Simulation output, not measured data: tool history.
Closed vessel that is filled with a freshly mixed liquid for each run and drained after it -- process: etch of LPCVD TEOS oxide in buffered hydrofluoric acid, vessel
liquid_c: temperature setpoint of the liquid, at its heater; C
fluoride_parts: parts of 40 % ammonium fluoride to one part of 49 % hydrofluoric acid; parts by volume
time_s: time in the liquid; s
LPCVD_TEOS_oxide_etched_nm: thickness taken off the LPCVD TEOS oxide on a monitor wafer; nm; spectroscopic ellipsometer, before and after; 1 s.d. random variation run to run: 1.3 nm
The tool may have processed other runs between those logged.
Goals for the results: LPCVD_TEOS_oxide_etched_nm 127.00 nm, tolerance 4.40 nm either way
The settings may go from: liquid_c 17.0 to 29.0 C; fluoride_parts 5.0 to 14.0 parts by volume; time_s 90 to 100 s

Run 1, hour 0.0: liquid_c 21.0 C, fluoride_parts 8.5 parts by volume, time_s 90 s. Result: LPCVD_TEOS_oxide_etched_nm 161.68 nm.
Run 2, hour 8.9: liquid_c 20.0 C, fluoride_parts 8.5 parts by volume, time_s 90 s. Result: LPCVD_TEOS_oxide_etched_nm 151.63 nm.
Run 3, hour 10.4: liquid_c 23.0 C, fluoride_parts 8.5 parts by volume, time_s 90 s. Result: LPCVD_TEOS_oxide_etched_nm 179.58 nm.
Run 4, hour 17.3: liquid_c 21.5 C, fluoride_parts 8.5 parts by volume, time_s 90 s. Result: LPCVD_TEOS_oxide_etched_nm 165.04 nm.
Run 5, hour 19.8: liquid_c 20.0 C, fluoride_parts 8.5 parts by volume, time_s 90 s. Result: LPCVD_TEOS_oxide_etched_nm 153.17 nm.
Run 6, hour 22.6: liquid_c 20.0 C, fluoride_parts 8.5 parts by volume, time_s 100 s. Result: LPCVD_TEOS_oxide_etched_nm 167.56 nm.
Run 7, hour 24.1: liquid_c 19.0 C, fluoride_parts 9.0 parts by volume, time_s 100 s. Result: LPCVD_TEOS_oxide_etched_nm 151.60 nm.
Run 8, hour 33.0: liquid_c 18.5 C, fluoride_parts 9.0 parts by volume, time_s 100 s. Result: LPCVD_TEOS_oxide_etched_nm 145.25 nm.
Run 9, hour 36.4: liquid_c 18.5 C, fluoride_parts 9.0 parts by volume, time_s 100 s. Result: LPCVD_TEOS_oxide_etched_nm 144.19 nm.
Run 10, hour 43.2: liquid_c 18.0 C, fluoride_parts 9.0 parts by volume, time_s 100 s. Result: LPCVD_TEOS_oxide_etched_nm 141.63 nm.
Run 11, hour 50.6: liquid_c 17.5 C, fluoride_parts 9.0 parts by volume, time_s 100 s. Result: LPCVD_TEOS_oxide_etched_nm 137.54 nm.

Consider the 5 candidate settings below. Which is the only one whose results all fall within their allowed miss of target?
Run A, hour 58.0: liquid_c 17.0 C, fluoride_parts 7.5 parts by volume, time_s 90 s. Result: LPCVD_TEOS_oxide_etched_nm ?.
Run B, hour 58.0: liquid_c 19.0 C, fluoride_parts 9.5 parts by volume, time_s 100 s. Result: LPCVD_TEOS_oxide_etched_nm ?.
Run C, hour 58.0: liquid_c 22.0 C, fluoride_parts 11.0 parts by volume, time_s 95 s. Result: LPCVD_TEOS_oxide_etched_nm ?.
Run D, hour 58.0: liquid_c 17.0 C, fluoride_parts 8.5 parts by volume, time_s 90 s. Result: LPCVD_TEOS_oxide_etched_nm ?.
Run E, hour 58.0: liquid_c 17.5 C, fluoride_parts 8.5 parts by volume, time_s 100 s. Result: LPCVD_TEOS_oxide_etched_nm ?.

move  LPCVD_TEOS_oxide_etched_nm
   A                      145.19
   B                      143.32
   C                      142.02
   D                      126.77
   E                      144.93
A: its largest miss is bigger than the last run's
B: its largest miss is bigger than the last run's
C: its largest miss is bigger than the last run's
D: hits every target within its allowed miss
E: its largest miss is bigger than the last run's
Correct choice: D, which meets every target

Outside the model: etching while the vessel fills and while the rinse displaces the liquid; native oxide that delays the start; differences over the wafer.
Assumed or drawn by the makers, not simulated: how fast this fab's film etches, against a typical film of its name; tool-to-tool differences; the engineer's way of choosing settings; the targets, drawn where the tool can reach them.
